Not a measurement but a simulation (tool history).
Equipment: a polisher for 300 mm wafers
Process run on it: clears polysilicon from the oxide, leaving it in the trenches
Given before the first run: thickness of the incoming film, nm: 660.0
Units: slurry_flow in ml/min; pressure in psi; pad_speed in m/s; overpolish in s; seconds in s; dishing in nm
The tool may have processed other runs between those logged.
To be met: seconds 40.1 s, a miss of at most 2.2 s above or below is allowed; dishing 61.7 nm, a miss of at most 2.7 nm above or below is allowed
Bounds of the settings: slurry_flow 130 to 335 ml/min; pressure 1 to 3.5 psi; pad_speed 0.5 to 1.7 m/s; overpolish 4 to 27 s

| run | hour | slurry_flow | pressure | pad_speed | overpolish | seconds | dishing |
|---|---|---|---|---|---|---|---|
| 1 | 0 | 215 | 2.2 | 1.1 | 14 | 57.622 | 58.182 |
| 2 | 6.7 | 180 | 2.2 | 1.1 | 14 | 59.843 | 56.406 |
| 3 | 9.4 | 180 | 2.2 | 0.94 | 14 | 68.992 | 55.495 |
| 4 | 10.7 | 180 | 2 | 0.94 | 14 | 73.603 | 53.754 |
| 5 | 15.3 | 185 | 2.3 | 0.96 | 13 | 64.678 | 54.264 |
| 6 | 19.9 | 190 | 2.5 | 0.98 | 14 | 60.51 | 58.106 |
|  | 25.2 | worn pad replaced by a new one |
| 7 | 25.2 | 195 | 2.7 | 1 | 13 | 49.493 | 58.884 |
| 8 | 25.9 | 200 | 2.8 | 1 | 13 | 49.784 | 57.755 |

Which single option among these 5 for the next run brings every result within its allowed miss of target? Just one does.
| A | 26.6 | 210 | 2.7 | 0.94 | 17 | ? | ? |
| B | 26.6 | 175 | 2.8 | 1.14 | 17 | ? | ? |
| C | 26.6 | 220 | 2.7 | 0.66 | 18 | ? | ? |
| D | 26.6 | 175 | 3.5 | 0.94 | 9 | ? | ? |
| E | 26.6 | 255 | 3.2 | 1.08 | 15 | ? | ? |

| move | seconds | dishing |
|---|---|---|
| A | 54.09 | 60.343 |
| B | 44.734 | 61.411 |
| C | 75.492 | 57.679 |
| D | 45.376 | 55.099 |
| E | 40.657 | 61.279 |
A: its largest miss is bigger than the last run's
B: closer than the last run, but not yet in spec
C: its largest miss is bigger than the last run's
D: closer than the last run, but not yet in spec
E: hits every target within its allowed miss
The right move is E.
